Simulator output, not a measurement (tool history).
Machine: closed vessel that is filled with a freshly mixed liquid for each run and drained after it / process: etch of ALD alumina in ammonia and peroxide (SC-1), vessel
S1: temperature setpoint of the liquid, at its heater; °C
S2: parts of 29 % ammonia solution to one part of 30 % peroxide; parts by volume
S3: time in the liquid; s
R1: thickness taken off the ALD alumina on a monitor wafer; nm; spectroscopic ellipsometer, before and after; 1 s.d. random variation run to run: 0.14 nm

run 1 hour=0 | S1=63 S2=0.65 S3=160 | R1=18.05
run 2 hour=7.1 | S1=56 S2=0.65 S3=160 | R1=12.614
run 3 hour=13.5 | S1=57.5 S2=0.65 S3=160 | R1=13.571
run 4 hour=20.4 | S1=57.5 S2=0.75 S3=160 | R1=13.782
run 5 hour=28.9 | S1=61.5 S2=0.75 S3=160 | R1=16.927
run 6 hour=34.6 | S1=61.5 S2=0.6 S3=160 | R1=16.649
run 7 hour=40.8 | S1=61.5 S2=0.6 S3=160 | R1=16.579
run 8 hour=46.7 | S1=62 S2=0.6 S3=160 | R1=16.932
run 9 hour=49.3 | S1=62.5 S2=0.6 S3=160 | R1=17.366
run 10 hour=52.4 | S1=63 S2=0.6 S3=160 | R1=17.876
run 11 hour=55.6 | S1=63.5 S2=0.6 S3=160 | R1=18.169
run 12 hour=62.3 | S1=64 S2=0.6 S3=160 | R1=18.698
run 13 hour=70.5 | S1=64.5 S2=0.6 S3=160 | R1=19.066
run 14 hour=75.3 | S1=65 S2=0.6 S3=160 | R1=19.732
run 15 hour=82.7 | S1=65.5 S2=0.6 S3=160 | R1=20.243
run 16 hour=86.7 | S1=66 S2=0.6 S3=160 | R1=20.873
run 17 hour=92.3 | S1=66.5 S2=0.6 S3=160 | R1=21.235
run 18 hour=98.4 | S1=68 S2=0.6 S3=160 | R1=22.642

Run 19 comes next. What will it give?
run 19 hour=107.7 | S1=68 S2=0.6 S3=160 | R1=?

For run 19 the tool returned R1 22.799 nm.
